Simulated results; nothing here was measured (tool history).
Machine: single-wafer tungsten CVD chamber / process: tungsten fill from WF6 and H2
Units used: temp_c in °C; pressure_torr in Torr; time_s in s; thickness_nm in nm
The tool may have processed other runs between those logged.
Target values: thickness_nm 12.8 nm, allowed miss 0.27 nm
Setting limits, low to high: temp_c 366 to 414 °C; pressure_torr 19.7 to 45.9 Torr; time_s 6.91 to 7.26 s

run  hour  temp_c  pressure_torr  time_s  thickness_nm
  1     0     390           32.8    7.26         17.68
  2   3.2     388           32.7    7.26        17.083
  3   6.8     382           32.7    7.26        15.192
  4   7.3     381           32.7    7.26        15.005
  5    16     387           32.7    7.26        16.735
  6  17.5     381           32.7    7.26         14.92
  7  20.3     380           32.7    7.26        14.623
  8  25.3     379           32.7    7.26        14.342
  9  31.7     378           32.7    7.26         14.14
 10  33.5     377           32.7    7.26        13.873

Next run, 5 choices. One meets every target within its allowed miss, the rest don't. Which?
  A  35.3     384           32.5    7.26             ?
  B  35.3     380           31.7    7.09             ?
  C  35.3     373           36.3    7.26             ?
  D  35.3     371           34.7    7.26             ?
  E  35.3     380           33.9     7.2             ?

move  thickness_nm
   A        15.812
   B        14.117
   C         13.81
   D        12.924
   E        14.971
A: the biggest miss grows against the last run
B: the biggest miss grows against the last run
C: closer than the last run, but not yet in spec
D: every result within its allowed miss
E: the biggest miss grows against the last run
D meets every target.
